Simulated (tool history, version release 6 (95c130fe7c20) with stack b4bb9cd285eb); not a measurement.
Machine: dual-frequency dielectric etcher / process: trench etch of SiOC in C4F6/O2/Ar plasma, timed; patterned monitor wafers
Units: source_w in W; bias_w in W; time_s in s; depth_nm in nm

run  hour  source_w  bias_w  time_s  depth_nm
  1     0       340     166      16    29.013
  2     5       310     150    15.5    25.852
  3  10.7       290     148    15.5    24.843
  4  16.1       280     147    15.5    24.201
  5    21       280     158    15.5    24.829
  6  23.4       330     158    15.5    27.136
  7  27.2       300     155    15.5    25.628
  8  27.9       280     153    15.5    24.644

Run 9 has not been measured yet. What should we expect?
  9  35.7       280     153    15.5         ?

{"run 9": {"depth_nm": 24.677}}

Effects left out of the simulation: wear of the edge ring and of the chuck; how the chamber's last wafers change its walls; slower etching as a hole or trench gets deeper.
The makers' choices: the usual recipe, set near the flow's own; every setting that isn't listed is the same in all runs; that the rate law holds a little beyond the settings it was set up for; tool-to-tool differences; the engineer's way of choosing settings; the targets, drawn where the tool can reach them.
